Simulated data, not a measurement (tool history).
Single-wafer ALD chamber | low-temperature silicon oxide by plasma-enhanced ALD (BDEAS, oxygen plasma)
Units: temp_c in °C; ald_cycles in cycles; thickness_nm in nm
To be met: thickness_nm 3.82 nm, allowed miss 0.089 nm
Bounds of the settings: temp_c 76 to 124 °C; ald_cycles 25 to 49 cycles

run 1 hour=0 | temp_c=100 ald_cycles=37 | thickness_nm=5.2773
run 2 hour=8.8 | temp_c=101 ald_cycles=36 | thickness_nm=5.1397
run 3 hour=10.4 | temp_c=97 ald_cycles=36 | thickness_nm=5.1706
run 4 hour=13.8 | temp_c=98 ald_cycles=35 | thickness_nm=5.0262
run 5 hour=22.4 | temp_c=99 ald_cycles=34 | thickness_nm=4.8607
run 6 hour=24.8 | temp_c=105 ald_cycles=34 | thickness_nm=4.7902
run 7 hour=28.2 | temp_c=106 ald_cycles=33 | thickness_nm=4.6247
run 8 hour=34.2 | temp_c=107 ald_cycles=32 | thickness_nm=4.4871
run 9 hour=36 | temp_c=108 ald_cycles=31 | thickness_nm=4.3594
run 10 hour=37.1 | temp_c=114 ald_cycles=26 | thickness_nm=3.6476

Which of these 5 next moves meets every target?
run A hour=38.2 | temp_c=103 ald_cycles=25 | thickness_nm=?
run B hour=38.2 | temp_c=108 ald_cycles=25 | thickness_nm=?
run C hour=38.2 | temp_c=115 ald_cycles=29 | thickness_nm=?
run D hour=38.2 | temp_c=102 ald_cycles=27 | thickness_nm=?
run E hour=38.2 | temp_c=112 ald_cycles=25 | thickness_nm=?

move=A thickness_nm=3.5687
move=B thickness_nm=3.5367
move=C thickness_nm=4.0506
move=D thickness_nm=3.8611
move=E thickness_nm=3.5111
A: further off than the last run
B: further off than the last run
C: takes the result that was furthest off past its target
D: meets every target
E: further off than the last run
Answer: D
